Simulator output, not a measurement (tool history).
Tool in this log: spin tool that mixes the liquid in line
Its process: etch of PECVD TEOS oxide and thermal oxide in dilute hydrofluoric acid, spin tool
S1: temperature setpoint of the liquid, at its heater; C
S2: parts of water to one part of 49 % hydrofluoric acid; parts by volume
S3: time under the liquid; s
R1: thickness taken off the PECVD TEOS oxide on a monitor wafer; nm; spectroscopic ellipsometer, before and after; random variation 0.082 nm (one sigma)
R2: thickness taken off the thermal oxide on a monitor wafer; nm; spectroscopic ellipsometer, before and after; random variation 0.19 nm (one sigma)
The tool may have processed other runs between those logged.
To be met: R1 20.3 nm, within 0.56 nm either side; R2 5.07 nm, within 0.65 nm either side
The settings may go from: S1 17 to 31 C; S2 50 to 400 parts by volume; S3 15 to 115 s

run,hour,S1,S2,S3,R1,R2
1,0,23,225,60,5.1152,1.1996
2,4.9,24,200,60,6.0559,1.4889
3,5.5,24.5,180,60,7.0666,1.6336
4,12.9,25,165,60,7.941,1.9489
5,13.5,25,95,60,14.898,3.9346
6,22.4,25.5,90,60,16.078,4.0817
# hour 28.5: hydrofluoric acid flow meter replaced
7,28.5,26,90,60,14.638,3.6192
8,30.1,26,85,60,15.552,3.7845
9,33.4,26,80,60,16.624,4.3852
10,41.3,26.5,80,60,17.064,4.1069
11,46.8,27.5,50,60,29.595,6.8885
12,51.8,27,50,60,29.011,7.1253
13,58.6,26.5,50,60,28.376,6.8265
14,67,26,50,60,27.683,7.2744
15,72.8,26,55,60,25.173,5.9213
16,74.7,26,55,60,25.119,6.317
17,82.7,26,60,60,22.915,5.7461

Consider the 4 candidate settings below. Which is the only one whose results all fall within their allowed miss of target?
A,90.7,25.5,65,70,?,?
B,90.7,28.5,80,85,?,?
C,90.7,25.5,50,45,?,?
D,90.7,23,50,70,?,?

move,R1,R2
A,23.991,5.6009
B,26.096,6.0923
C,20.463,4.7773
D,28.725,6.7062
A: moves away from the targets compared with the last run
B: moves away from the targets compared with the last run
C: each result inside its tolerance
D: moves away from the targets compared with the last run
Answer: C
